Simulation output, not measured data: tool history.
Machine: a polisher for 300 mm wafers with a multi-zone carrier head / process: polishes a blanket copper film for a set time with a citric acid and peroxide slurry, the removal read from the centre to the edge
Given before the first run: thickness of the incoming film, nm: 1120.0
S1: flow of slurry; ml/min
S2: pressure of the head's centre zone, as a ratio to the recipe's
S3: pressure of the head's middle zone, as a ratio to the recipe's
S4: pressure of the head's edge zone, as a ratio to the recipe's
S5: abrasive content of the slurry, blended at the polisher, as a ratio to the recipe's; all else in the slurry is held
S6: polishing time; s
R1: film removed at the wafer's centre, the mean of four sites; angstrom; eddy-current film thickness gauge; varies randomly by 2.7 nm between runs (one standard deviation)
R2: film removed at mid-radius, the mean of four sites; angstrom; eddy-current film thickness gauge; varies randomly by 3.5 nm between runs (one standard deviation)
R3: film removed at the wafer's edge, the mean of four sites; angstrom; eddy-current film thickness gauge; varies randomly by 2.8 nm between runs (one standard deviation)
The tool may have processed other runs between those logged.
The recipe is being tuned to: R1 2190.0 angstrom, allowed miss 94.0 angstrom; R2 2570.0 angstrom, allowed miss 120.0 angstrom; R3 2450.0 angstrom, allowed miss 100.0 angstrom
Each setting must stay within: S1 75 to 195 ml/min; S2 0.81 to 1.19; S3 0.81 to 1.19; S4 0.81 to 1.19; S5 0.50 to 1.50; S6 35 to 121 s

run,hour,S1,S2,S3,S4,S5,S6,R1,R2,R3
1,0.0,125,1.00,1.00,1.00,1.00,78,1772.7,1746.2,1759.0
2,5.4,125,1.00,1.00,0.95,1.00,78,1755.3,1737.2,1736.7
3,14.4,125,0.96,1.00,0.95,1.00,78,1711.4,1692.2,1739.8
4,22.5,145,0.96,1.00,0.95,1.00,78,1797.3,1815.6,1740.4
5,24.0,145,0.96,1.00,0.95,1.10,78,1784.3,1809.9,1777.1
6,29.7,160,0.96,1.00,0.95,1.10,78,1819.2,1883.6,1871.3
# hour 32.8: worn pad replaced by a new one
7,32.8,195,0.96,1.10,1.05,1.35,83,2355.2,2653.7,2417.4
8,39.1,190,0.95,1.10,1.06,1.35,83,2309.8,2585.9,2480.1

Of the 4 settings listed for the next run, only one would bring every result within its allowed miss of target. Which one?
A,45.4,195,0.92,1.11,1.13,1.20,82,?,?,?
B,45.4,180,0.96,1.07,1.07,1.30,84,?,?,?
C,45.4,190,0.97,1.04,1.09,1.35,85,?,?,?
D,45.4,190,0.98,1.10,0.95,1.40,83,?,?,?

move,R1,R2,R3
A,2226.4,2510.1,2441.8
B,2387.3,2503.0,2453.8
C,2484.5,2513.8,2543.8
D,2471.7,2595.8,2339.6
A: each result inside its tolerance
B: the biggest miss grows against the last run
C: the biggest miss grows against the last run
D: the biggest miss grows against the last run
A meets every target.

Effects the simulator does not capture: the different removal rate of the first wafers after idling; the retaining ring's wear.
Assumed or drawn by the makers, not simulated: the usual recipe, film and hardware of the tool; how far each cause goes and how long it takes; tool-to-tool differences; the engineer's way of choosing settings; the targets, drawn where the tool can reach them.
